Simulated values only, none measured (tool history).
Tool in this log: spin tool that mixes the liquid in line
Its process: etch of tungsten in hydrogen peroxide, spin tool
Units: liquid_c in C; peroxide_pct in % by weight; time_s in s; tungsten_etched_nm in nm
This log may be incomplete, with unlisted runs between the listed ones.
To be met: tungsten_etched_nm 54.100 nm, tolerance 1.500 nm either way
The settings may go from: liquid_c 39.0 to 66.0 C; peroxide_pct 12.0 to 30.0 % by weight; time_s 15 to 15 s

{"run": 1, "hour": 0.0, "liquid_c": 55.0, "peroxide_pct": 20.5, "time_s": 15, "tungsten_etched_nm": 41.005}
{"run": 2, "hour": 8.4, "liquid_c": 56.0, "peroxide_pct": 20.5, "time_s": 15, "tungsten_etched_nm": 43.674}
{"run": 3, "hour": 15.6, "liquid_c": 56.0, "peroxide_pct": 22.5, "time_s": 15, "tungsten_etched_nm": 45.033}
{"run": 4, "hour": 23.8, "liquid_c": 49.0, "peroxide_pct": 22.5, "time_s": 15, "tungsten_etched_nm": 30.298}
{"run": 5, "hour": 30.3, "liquid_c": 49.0, "peroxide_pct": 20.5, "time_s": 15, "tungsten_etched_nm": 28.266}
{"run": 6, "hour": 32.6, "liquid_c": 49.0, "peroxide_pct": 20.5, "time_s": 15, "tungsten_etched_nm": 28.414}
{"run": 7, "hour": 33.2, "liquid_c": 51.5, "peroxide_pct": 20.5, "time_s": 15, "tungsten_etched_nm": 33.309}
{"run": 8, "hour": 39.6, "liquid_c": 53.5, "peroxide_pct": 20.5, "time_s": 15, "tungsten_etched_nm": 37.682}
{"run": 9, "hour": 47.3, "liquid_c": 55.0, "peroxide_pct": 20.5, "time_s": 15, "tungsten_etched_nm": 40.976}
{"run": 10, "hour": 55.8, "liquid_c": 56.0, "peroxide_pct": 20.5, "time_s": 15, "tungsten_etched_nm": 43.588}

Which single option among these 5 for the next run brings every result within its allowed miss of target? Just one does.
{"run": "A", "hour": 64.3, "liquid_c": 65.0, "peroxide_pct": 13.0, "time_s": 15, "tungsten_etched_nm": "?"}
{"run": "B", "hour": 64.3, "liquid_c": 60.5, "peroxide_pct": 22.0, "time_s": 15, "tungsten_etched_nm": "?"}
{"run": "C", "hour": 64.3, "liquid_c": 59.0, "peroxide_pct": 22.0, "time_s": 15, "tungsten_etched_nm": "?"}
{"run": "D", "hour": 64.3, "liquid_c": 62.0, "peroxide_pct": 17.5, "time_s": 15, "tungsten_etched_nm": "?"}
{"run": "E", "hour": 64.3, "liquid_c": 61.0, "peroxide_pct": 20.0, "time_s": 15, "tungsten_etched_nm": "?"}

move=A tungsten_etched_nm=58.288
move=B tungsten_etched_nm=58.785
move=C tungsten_etched_nm=53.919
move=D tungsten_etched_nm=57.115
move=E tungsten_etched_nm=57.676
A: pushes the last run's worst result past its target
B: pushes the last run's worst result past its target
C: all results in spec
D: pushes the last run's worst result past its target
E: pushes the last run's worst result past its target
C is the move that brings every result within its allowed miss.
